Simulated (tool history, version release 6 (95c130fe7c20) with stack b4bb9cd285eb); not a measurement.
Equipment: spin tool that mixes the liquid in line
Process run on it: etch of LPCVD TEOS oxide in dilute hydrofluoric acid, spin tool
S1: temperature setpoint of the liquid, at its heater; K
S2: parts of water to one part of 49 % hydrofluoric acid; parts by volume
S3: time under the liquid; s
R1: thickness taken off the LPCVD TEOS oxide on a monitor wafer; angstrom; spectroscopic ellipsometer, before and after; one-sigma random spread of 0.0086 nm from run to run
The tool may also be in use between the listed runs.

run 1 day=0.000 | S1=294.15 S2=270 S3=25 | R1=33.4670
run 2 day=0.162 | S1=294.15 S2=230 S3=25 | R1=41.0860
run 3 day=0.188 | S1=293.65 S2=265 S3=25 | R1=33.6280
run 4 day=0.317 | S1=296.15 S2=265 S3=25 | R1=36.8800
run 5 day=0.492 | S1=293.15 S2=265 S3=25 | R1=33.4000
run 6 day=0.812 | S1=290.15 S2=265 S3=25 | R1=29.2690
run 7 day=1.050 | S1=290.15 S2=295 S3=25 | R1=25.7830
run 8 day=1.238 | S1=290.15 S2=325 S3=25 | R1=22.9560
run 9 day=1.579 | S1=290.15 S2=350 S3=25 | R1=20.7240
run 10 day=1.683 | S1=290.15 S2=370 S3=25 | R1=19.5530

Run 11 comes next. What will it give?
run 11 day=1.946 | S1=290.15 S2=480 S3=15 | R1=?

Logged for run 11: R1 8.2649 angstrom.
